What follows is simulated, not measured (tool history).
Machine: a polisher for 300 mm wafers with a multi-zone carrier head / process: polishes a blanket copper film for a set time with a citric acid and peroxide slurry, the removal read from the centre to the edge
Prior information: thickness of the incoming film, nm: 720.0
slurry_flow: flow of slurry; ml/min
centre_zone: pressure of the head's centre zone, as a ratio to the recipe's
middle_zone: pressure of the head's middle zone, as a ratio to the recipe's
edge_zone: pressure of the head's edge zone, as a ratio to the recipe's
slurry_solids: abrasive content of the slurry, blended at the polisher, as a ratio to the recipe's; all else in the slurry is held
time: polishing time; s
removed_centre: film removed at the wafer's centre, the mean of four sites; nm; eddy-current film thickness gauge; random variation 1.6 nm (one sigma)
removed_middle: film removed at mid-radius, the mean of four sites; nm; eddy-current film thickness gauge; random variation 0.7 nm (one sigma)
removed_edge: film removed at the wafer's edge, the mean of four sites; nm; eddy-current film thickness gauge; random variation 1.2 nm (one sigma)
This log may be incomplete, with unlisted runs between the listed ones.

| run | hour | slurry_flow | centre_zone | middle_zone | edge_zone | slurry_solids | time | removed_centre | removed_middle | removed_edge |
|---|---|---|---|---|---|---|---|---|---|---|
| 1 | 0.0 | 165 | 1.00 | 1.00 | 1.00 | 1.00 | 74 | 182.11 | 178.080 | 178.120 |
| 2 | 4.8 | 160 | 1.01 | 0.98 | 0.99 | 0.95 | 71 | 176.82 | 166.330 | 169.580 |
| 3 | 8.4 | 180 | 1.01 | 0.98 | 0.99 | 0.95 | 71 | 175.28 | 167.130 | 171.380 |
| 4 | 12.0 | 175 | 1.02 | 0.96 | 0.97 | 0.90 | 68 | 171.71 | 157.430 | 156.910 |
| 5 | 18.2 | 175 | 1.02 | 0.99 | 0.97 | 0.90 | 68 | 172.79 | 160.130 | 155.900 |
| 6 | 19.7 | 150 | 1.02 | 0.99 | 0.97 | 0.90 | 68 | 168.04 | 157.720 | 153.450 |
| 7 | 20.3 | 150 | 1.03 | 0.97 | 0.98 | 0.85 | 65 | 156.26 | 147.170 | 152.070 |
| 8 | 23.1 | 140 | 1.13 | 0.87 | 0.88 | 0.95 | 44 | 119.32 | 91.555 | 99.159 |
| 9 | 28.9 | 145 | 1.13 | 0.87 | 0.89 | 0.95 | 44 | 121.30 | 92.308 | 99.866 |
| 10 | 31.8 | 145 | 1.13 | 0.87 | 0.90 | 0.95 | 44 | 118.58 | 90.811 | 100.230 |
| 11 | 40.2 | 150 | 1.13 | 0.87 | 0.91 | 0.95 | 44 | 117.47 | 92.169 | 99.744 |
| 12 | 43.7 | 145 | 1.13 | 0.87 | 0.91 | 1.00 | 44 | 122.29 | 93.321 | 100.800 |

Forecast run 13:
| 13 | 47.9 | 145 | 1.13 | 0.87 | 0.93 | 1.00 | 44 | ? | ? | ? |

removed_centre: 123.15 nm
removed_middle: 92.829 nm
removed_edge: 100.930 nm
